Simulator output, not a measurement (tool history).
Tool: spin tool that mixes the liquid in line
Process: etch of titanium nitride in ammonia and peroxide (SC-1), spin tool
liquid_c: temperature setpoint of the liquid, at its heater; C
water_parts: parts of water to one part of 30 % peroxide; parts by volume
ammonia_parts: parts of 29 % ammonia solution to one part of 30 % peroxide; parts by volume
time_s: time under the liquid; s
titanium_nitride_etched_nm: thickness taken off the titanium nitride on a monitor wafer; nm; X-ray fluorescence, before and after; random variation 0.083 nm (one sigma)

run	hour	liquid_c	water_parts	ammonia_parts	time_s	titanium_nitride_etched_nm
1	0.0	49.0	7.5	0.85	265	36.002
2	1.1	49.0	7.5	1.10	265	36.864
3	8.5	49.0	10.0	1.10	265	32.085
4	15.1	49.0	10.0	0.90	265	31.370
5	22.1	49.0	10.0	0.70	265	29.754
6	27.2	48.0	10.0	0.70	265	27.873
7	32.3	47.0	10.0	0.70	265	25.885
8	39.6	46.0	10.0	0.70	265	24.206
9	44.2	45.0	10.0	0.70	265	22.526
10	48.1	44.5	10.0	0.70	265	21.956

Forecast run 11:
11	50.6	44.0	10.0	0.70	265	?

Run 11 gave titanium_nitride_etched_nm 21.046 nm.
